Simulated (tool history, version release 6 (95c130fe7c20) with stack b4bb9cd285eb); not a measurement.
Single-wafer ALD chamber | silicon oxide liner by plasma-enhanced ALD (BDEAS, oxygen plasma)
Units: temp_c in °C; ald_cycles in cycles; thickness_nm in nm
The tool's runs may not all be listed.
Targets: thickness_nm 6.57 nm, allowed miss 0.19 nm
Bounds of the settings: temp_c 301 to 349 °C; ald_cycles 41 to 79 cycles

{"run": 1, "day": 0.0, "temp_c": 325, "ald_cycles": 60, "thickness_nm": 5.4132}
{"run": 2, "day": 0.267, "temp_c": 325, "ald_cycles": 57, "thickness_nm": 5.1029}
{"run": 3, "day": 0.308, "temp_c": 324, "ald_cycles": 61, "thickness_nm": 5.4506}
{"run": 4, "day": 0.65, "temp_c": 324, "ald_cycles": 65, "thickness_nm": 5.8755}
{"run": 5, "day": 0.917, "temp_c": 324, "ald_cycles": 67, "thickness_nm": 6.046}
{"run": 6, "day": 1.242, "temp_c": 316, "ald_cycles": 67, "thickness_nm": 6.1541}
{"run": 7, "day": 1.333, "temp_c": 316, "ald_cycles": 68, "thickness_nm": 6.1812}
{"run": 8, "day": 1.417, "temp_c": 316, "ald_cycles": 69, "thickness_nm": 6.2837}
{"run": 9, "day": 1.704, "temp_c": 316, "ald_cycles": 70, "thickness_nm": 6.3377}

5 next moves are on the table. One of them brings every result within its allowed miss. Which?
{"run": "A", "day": 1.992, "temp_c": 317, "ald_cycles": 73, "thickness_nm": "?"}
{"run": "B", "day": 1.992, "temp_c": 307, "ald_cycles": 67, "thickness_nm": "?"}
{"run": "C", "day": 1.992, "temp_c": 323, "ald_cycles": 67, "thickness_nm": "?"}
{"run": "D", "day": 1.992, "temp_c": 318, "ald_cycles": 67, "thickness_nm": "?"}
{"run": "E", "day": 1.992, "temp_c": 327, "ald_cycles": 68, "thickness_nm": "?"}

move=A thickness_nm=6.6411
move=B thickness_nm=6.1721
move=C thickness_nm=6.0491
move=D thickness_nm=6.0875
move=E thickness_nm=6.1081
A: meets every target
B: further off than the last run
C: further off than the last run
D: further off than the last run
E: further off than the last run
The right move is A.
